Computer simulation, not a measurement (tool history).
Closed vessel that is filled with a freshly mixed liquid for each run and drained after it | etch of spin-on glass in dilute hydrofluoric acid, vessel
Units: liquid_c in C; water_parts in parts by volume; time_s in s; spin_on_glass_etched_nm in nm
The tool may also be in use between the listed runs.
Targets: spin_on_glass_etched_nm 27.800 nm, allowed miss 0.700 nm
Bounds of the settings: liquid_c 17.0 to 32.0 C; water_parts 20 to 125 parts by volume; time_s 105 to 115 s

{"run": 1, "hour": 0.0, "liquid_c": 24.0, "water_parts": 70, "time_s": 105, "spin_on_glass_etched_nm": 47.269}
{"run": 2, "hour": 3.0, "liquid_c": 23.0, "water_parts": 70, "time_s": 105, "spin_on_glass_etched_nm": 44.582}
{"run": 3, "hour": 4.2, "liquid_c": 22.5, "water_parts": 70, "time_s": 105, "spin_on_glass_etched_nm": 44.18}
{"run": 4, "hour": 11.8, "liquid_c": 22.5, "water_parts": 85, "time_s": 105, "spin_on_glass_etched_nm": 35.603}
{"run": 5, "hour": 14.5, "liquid_c": 22.0, "water_parts": 85, "time_s": 105, "spin_on_glass_etched_nm": 35.028}
{"run": 6, "hour": 18.5, "liquid_c": 22.0, "water_parts": 60, "time_s": 105, "spin_on_glass_etched_nm": 51.357}
{"run": 7, "hour": 24.5, "liquid_c": 21.5, "water_parts": 65, "time_s": 105, "spin_on_glass_etched_nm": 45.58}
{"run": 8, "hour": 26.4, "liquid_c": 17.5, "water_parts": 85, "time_s": 105, "spin_on_glass_etched_nm": 29.034}

Which of these 4 next moves meets every target?
{"run": "A", "hour": 28.3, "liquid_c": 17.0, "water_parts": 80, "time_s": 105, "spin_on_glass_etched_nm": "?"}
{"run": "B", "hour": 28.3, "liquid_c": 17.0, "water_parts": 90, "time_s": 110, "spin_on_glass_etched_nm": "?"}
{"run": "C", "hour": 28.3, "liquid_c": 17.0, "water_parts": 85, "time_s": 110, "spin_on_glass_etched_nm": "?"}
{"run": "D", "hour": 28.3, "liquid_c": 19.0, "water_parts": 90, "time_s": 110, "spin_on_glass_etched_nm": "?"}

move=A spin_on_glass_etched_nm=30.332
move=B spin_on_glass_etched_nm=27.946
move=C spin_on_glass_etched_nm=29.748
move=D spin_on_glass_etched_nm=30.400
A: further off than the last run
B: meets every target
C: further off than the last run
D: further off than the last run
Answer: B
